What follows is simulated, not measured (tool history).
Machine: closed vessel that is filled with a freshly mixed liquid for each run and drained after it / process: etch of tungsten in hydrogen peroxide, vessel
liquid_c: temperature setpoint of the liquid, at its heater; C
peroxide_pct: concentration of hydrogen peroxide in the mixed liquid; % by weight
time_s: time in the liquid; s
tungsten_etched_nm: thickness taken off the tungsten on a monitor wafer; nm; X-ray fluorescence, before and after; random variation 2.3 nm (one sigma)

| run | day | liquid_c | peroxide_pct | time_s | tungsten_etched_nm |
|---|---|---|---|---|---|
| 1 | 0.000 | 44.0 | 22.5 | 95 | 217.15 |
| 2 | 0.258 | 45.5 | 22.5 | 95 | 238.71 |
| 3 | 0.408 | 39.5 | 22.5 | 95 | 163.20 |
| 4 | 0.521 | 43.5 | 22.5 | 95 | 211.00 |
| 5 | 0.904 | 43.5 | 22.5 | 105 | 231.89 |
| 6 | 1.142 | 43.5 | 22.5 | 95 | 211.72 |
| 7 | 1.446 | 45.0 | 22.5 | 95 | 233.47 |

Run 8 has not been measured yet. What should we expect?
| 8 | 1.821 | 46.0 | 22.5 | 95 | ? |

Run 8 measured tungsten_etched_nm 248.74 nm.
